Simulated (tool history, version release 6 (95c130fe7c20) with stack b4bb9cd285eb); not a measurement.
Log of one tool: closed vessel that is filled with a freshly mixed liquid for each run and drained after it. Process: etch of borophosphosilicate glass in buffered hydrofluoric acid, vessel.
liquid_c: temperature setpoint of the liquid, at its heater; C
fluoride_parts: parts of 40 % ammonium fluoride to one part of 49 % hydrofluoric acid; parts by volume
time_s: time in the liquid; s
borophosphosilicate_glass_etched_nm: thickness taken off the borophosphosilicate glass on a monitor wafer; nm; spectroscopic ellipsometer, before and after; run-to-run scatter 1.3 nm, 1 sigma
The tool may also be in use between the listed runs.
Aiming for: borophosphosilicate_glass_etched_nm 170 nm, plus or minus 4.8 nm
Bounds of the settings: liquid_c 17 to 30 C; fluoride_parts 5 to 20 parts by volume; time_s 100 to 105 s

run    day  liquid_c  fluoride_parts  time_s  borophosphosilicate_glass_etched_nm
  1      0        22              12     100                               208.56
  2  0.083        24              12     100                               230.44
  3  0.121      23.5              12     100                               224.43
  4  0.375        23              12     100                               217.97
  5  0.488      22.5              12     100                               209.92
  6  0.588        22              12     100                               205.09
  7  0.954      21.5              12     100                               202.22
  8  1.117        21              12     100                               193.46
  9  1.396      20.5              12     100                                190.4
 10  1.679      19.5              12     100                               180.32

4 candidate next runs follow, results not yet known. Just one meets every target within its allowed miss. Identify it.
  A  1.962        20              12     105                                    ?
  B  1.962        17            12.5     105                                    ?
  C  1.962        18            12.5     100                                    ?
  D  1.962      18.5            12.5     105                                    ?

move  borophosphosilicate_glass_etched_nm
   A                               193.25
   B                               156.61
   C                                157.9
   D                               170.57
A: lands further from the targets than the last run did
B: pushes the last run's worst result past its target
C: pushes the last run's worst result past its target
D: in spec on every target
D is the move that brings every result within its allowed miss.
